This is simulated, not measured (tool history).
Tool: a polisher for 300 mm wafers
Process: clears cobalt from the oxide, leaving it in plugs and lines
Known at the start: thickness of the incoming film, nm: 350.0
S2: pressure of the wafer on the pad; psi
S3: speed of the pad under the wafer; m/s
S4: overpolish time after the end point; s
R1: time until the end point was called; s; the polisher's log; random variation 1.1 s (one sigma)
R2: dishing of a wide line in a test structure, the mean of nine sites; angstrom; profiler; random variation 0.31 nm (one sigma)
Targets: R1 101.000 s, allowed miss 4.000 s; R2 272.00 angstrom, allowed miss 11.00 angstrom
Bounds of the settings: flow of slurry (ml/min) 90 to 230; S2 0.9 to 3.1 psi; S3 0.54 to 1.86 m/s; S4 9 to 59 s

run 1 day=0.000 | flow_of_slurry_(ml/min)=150 S2=2.0 S3=1.18 S4=30 | R1=55.095 R2=727.53
run 2 day=0.329 | flow_of_slurry_(ml/min)=140 S2=1.8 S3=1.14 S4=27 | R1=64.487 R2=694.91
run 3 day=0.362 | flow_of_slurry_(ml/min)=155 S2=1.8 S3=1.04 S4=24 | R1=67.510 R2=645.97
run 4 day=0.625 | flow_of_slurry_(ml/min)=165 S2=1.7 S3=0.96 S4=22 | R1=78.629 R2=594.53
run 5 day=0.842 | flow_of_slurry_(ml/min)=175 S2=1.7 S3=0.90 S4=20 | R1=79.263 R2=547.23
run 6 day=1.017 | flow_of_slurry_(ml/min)=185 S2=1.7 S3=0.84 S4=18 | R1=86.807 R2=507.38
run 7 day=1.342 | flow_of_slurry_(ml/min)=190 S2=1.7 S3=0.80 S4=17 | R1=89.608 R2=470.97
run 8 day=1.367 | flow_of_slurry_(ml/min)=195 S2=1.7 S3=0.76 S4=16 | R1=95.961 R2=441.48

4 next moves are on the table. One of them brings every result within its allowed miss. Which?
run A day=1.392 | flow_of_slurry_(ml/min)=230 S2=1.9 S3=0.70 S4=9 | R1=? R2=?
run B day=1.392 | flow_of_slurry_(ml/min)=230 S2=2.3 S3=0.56 S4=9 | R1=? R2=?
run C day=1.392 | flow_of_slurry_(ml/min)=210 S2=1.4 S3=0.76 S4=10 | R1=? R2=?
run D day=1.392 | flow_of_slurry_(ml/min)=230 S2=2.2 S3=0.54 S4=9 | R1=? R2=?

move=A R1=90.252 R2=296.68
move=B R1=92.562 R2=290.88
move=C R1=113.090 R2=269.93
move=D R1=100.010 R2=273.60
A: nearer than the last run, and not there yet
B: nearer than the last run, and not there yet
C: brings the result that was furthest off to its target, and leaves another outside
D: meets every target
The right move is D.

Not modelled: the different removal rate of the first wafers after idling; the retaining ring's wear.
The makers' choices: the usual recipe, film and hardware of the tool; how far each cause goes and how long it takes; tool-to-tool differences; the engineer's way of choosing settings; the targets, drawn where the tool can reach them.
